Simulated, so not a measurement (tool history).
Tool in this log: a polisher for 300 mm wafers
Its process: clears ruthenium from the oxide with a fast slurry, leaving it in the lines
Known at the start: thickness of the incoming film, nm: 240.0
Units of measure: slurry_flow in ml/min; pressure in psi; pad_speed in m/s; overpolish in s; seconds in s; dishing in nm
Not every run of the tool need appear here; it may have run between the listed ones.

run    day  slurry_flow  pressure  pad_speed  slurry_solids  overpolish  seconds  dishing
  1  0.000          295       2.4       0.78            1.0          26   77.654   56.116
  2  0.121          295       2.7       0.80            1.0          22   64.306   52.872
  3  0.288          295       2.7       0.80            1.0          12   65.302   33.296
  4  0.517          295       2.9       0.80            1.0          12   61.836   33.473
  5  0.854          295       2.9       0.96            1.0          12   51.827   39.571
  6  0.938          295       3.0       0.96            1.0          12   49.093   41.320
  7  1.254          295       3.1       0.96            1.0          11   50.177   39.354
  8  1.546          295       3.2       0.98            1.0          10   47.389   40.021

Forecast run 9:
  9  1.725          295       3.3       0.98            1.0          10        ?        ?

{"run 9": {"seconds": 43.427, "dishing": 37.047}}
